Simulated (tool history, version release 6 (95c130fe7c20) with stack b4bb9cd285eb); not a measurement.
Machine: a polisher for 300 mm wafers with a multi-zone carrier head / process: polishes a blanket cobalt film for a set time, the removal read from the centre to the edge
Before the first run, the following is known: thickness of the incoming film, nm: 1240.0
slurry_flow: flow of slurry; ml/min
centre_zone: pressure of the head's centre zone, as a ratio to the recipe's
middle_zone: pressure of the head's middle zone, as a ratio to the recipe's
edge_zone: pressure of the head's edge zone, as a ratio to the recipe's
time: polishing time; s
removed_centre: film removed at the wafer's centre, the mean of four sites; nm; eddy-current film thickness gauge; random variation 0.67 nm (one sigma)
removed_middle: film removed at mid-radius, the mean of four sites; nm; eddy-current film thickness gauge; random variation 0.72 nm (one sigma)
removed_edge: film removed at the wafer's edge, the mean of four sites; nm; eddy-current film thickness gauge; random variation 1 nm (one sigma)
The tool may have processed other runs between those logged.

| run | hour | slurry_flow | centre_zone | middle_zone | edge_zone | time | removed_centre | removed_middle | removed_edge |
|---|---|---|---|---|---|---|---|---|---|
| 1 | 0 | 300 | 1 | 1 | 1 | 40 | 94.788 | 98.856 | 96.533 |
| 2 | 3.9 | 300 | 1 | 1.05 | 1 | 40 | 94.968 | 102.13 | 97.032 |
| 3 | 4.9 | 300 | 1 | 1.13 | 1 | 40 | 95.759 | 105.72 | 95.999 |
| 4 | 11.9 | 300 | 0.99 | 1.11 | 0.99 | 39 | 92.891 | 104.41 | 94.203 |
|  | 12.7 | slurry nozzle cleaned |
| 5 | 12.7 | 300 | 0.99 | 1.17 | 0.99 | 39 | 95.518 | 113.09 | 95.206 |
| 6 | 14.5 | 330 | 0.99 | 1.17 | 0.99 | 39 | 95.173 | 111.59 | 97.458 |
| 7 | 20.2 | 315 | 0.98 | 1.14 | 0.99 | 38 | 92.977 | 107.56 | 95.681 |

Forecast run 8:
| 8 | 20.9 | 305 | 0.97 | 1.12 | 0.99 | 37 | ? | ? | ? |

Run 8 produced removed_centre 88.773 nm, removed_middle 103.16 nm, removed_edge 91.349 nm.
